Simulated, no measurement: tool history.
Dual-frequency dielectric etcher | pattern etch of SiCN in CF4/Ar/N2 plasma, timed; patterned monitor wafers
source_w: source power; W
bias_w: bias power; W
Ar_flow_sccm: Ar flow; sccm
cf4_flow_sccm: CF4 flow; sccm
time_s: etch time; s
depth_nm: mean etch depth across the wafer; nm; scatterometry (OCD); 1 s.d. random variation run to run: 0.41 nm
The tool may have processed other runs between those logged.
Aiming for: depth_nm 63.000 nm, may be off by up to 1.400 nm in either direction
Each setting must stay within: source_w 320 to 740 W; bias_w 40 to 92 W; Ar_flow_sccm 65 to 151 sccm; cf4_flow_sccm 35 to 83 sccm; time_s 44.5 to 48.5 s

run  hour  source_w  bias_w  Ar_flow_sccm  cf4_flow_sccm  time_s  depth_nm
  1   0.0       530      66           108             59    48.5    46.183
  2   8.4       570      66           108             59    48.5    49.255
  3  14.0       600      66           108             59    48.5    52.139
  4  17.3       600      59           108             59    48.5    49.940
  5  24.2       600      59           108             66    48.5    50.891
  6  30.3       600      59           108             66    44.5    46.946
  7  35.8       700      71           100             68    44.5    59.835
  8  37.0       700      71           100             68    44.5    60.429
  9  43.5       710      71           100             68    44.5    60.751

Which of these 5 next moves meets every target?
  A  50.0       670      67            94             58    46.5         ?
  B  50.0       670      65            88             83    45.0         ?
  C  50.0       700      67           103             66    45.5         ?
  D  50.0       650      74           113             73    46.5         ?
  E  50.0       740      57            75             60    46.0         ?

move  depth_nm
   A    58.102
   B    60.663
   C    60.122
   D    59.259
   E    63.566
A: the biggest miss grows against the last run
B: about the same distance from the targets as the last run
C: the biggest miss grows against the last run
D: the biggest miss grows against the last run
E: all results in spec
Go with E: it meets all targets.
